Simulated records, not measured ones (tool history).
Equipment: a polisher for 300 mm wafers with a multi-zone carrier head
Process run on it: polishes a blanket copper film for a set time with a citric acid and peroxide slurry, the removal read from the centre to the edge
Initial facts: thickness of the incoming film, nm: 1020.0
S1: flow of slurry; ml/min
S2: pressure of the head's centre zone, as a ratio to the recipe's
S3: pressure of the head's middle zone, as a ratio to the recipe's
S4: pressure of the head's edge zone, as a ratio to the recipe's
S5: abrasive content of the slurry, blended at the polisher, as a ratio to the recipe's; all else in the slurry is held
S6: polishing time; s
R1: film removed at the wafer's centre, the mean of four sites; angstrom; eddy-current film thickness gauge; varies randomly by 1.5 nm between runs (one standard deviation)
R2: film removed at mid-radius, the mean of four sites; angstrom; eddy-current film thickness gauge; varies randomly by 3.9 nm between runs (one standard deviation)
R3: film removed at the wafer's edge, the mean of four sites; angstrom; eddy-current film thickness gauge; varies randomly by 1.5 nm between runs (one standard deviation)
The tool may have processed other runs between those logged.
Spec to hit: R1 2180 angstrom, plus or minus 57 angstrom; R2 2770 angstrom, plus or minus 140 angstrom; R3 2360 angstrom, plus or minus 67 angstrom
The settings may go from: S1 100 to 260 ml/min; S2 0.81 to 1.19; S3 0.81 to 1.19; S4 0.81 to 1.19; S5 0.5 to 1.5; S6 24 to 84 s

run	hour	S1	S2	S3	S4	S5	S6	R1	R2	R3
1	0	165	1	1	1	1	54	1507.8	1479.3	1563.3
2	3.1	165	1	1	1.08	1	54	1517	1538.2	1629.1
3	6	165	1	0.93	1.08	1	54	1505.8	1428.9	1623.5
4	6.6	180	0.99	0.99	1.08	1.1	56	1610.5	1625.4	1740.7
5	11.8	180	1.04	0.99	1.08	1.1	56	1711.5	1654.8	1742
6	18.3	180	1.04	0.99	1.08	1.1	45	1356.9	1288.4	1414.5
7	26.8	185	1.03	1.03	1.09	1.2	49	1511.8	1570.3	1574.2
8	29.7	190	1.02	1.05	1.11	1.25	52	1619.2	1665.4	1703.6
9	36.4	190	1	1.08	1.09	1.3	56	1715.3	1835.5	1821.7

Pick the move, out of 4, that brings all results within their allowed miss; only one does.
A	43.1	255	0.91	1.19	1.02	1.1	75	?	?	?
B	43.1	180	1.05	1.03	1.16	1.35	43	?	?	?
C	43.1	240	0.87	1.01	1.19	1.3	64	?	?	?
D	43.1	180	1.06	0.96	1.14	1.25	70	?	?	?

move	R1	R2	R3
A	2163	2793.8	2342.6
B	1356	1390.3	1436.2
C	1826.1	2128.7	2231.7
D	2186.1	2097	2280.2
A: all results in spec
B: the biggest miss grows against the last run
C: gains on the last run, yet a result remains outside its allowed miss
D: brings the result that was furthest off to its target, and leaves another outside
A meets every target.
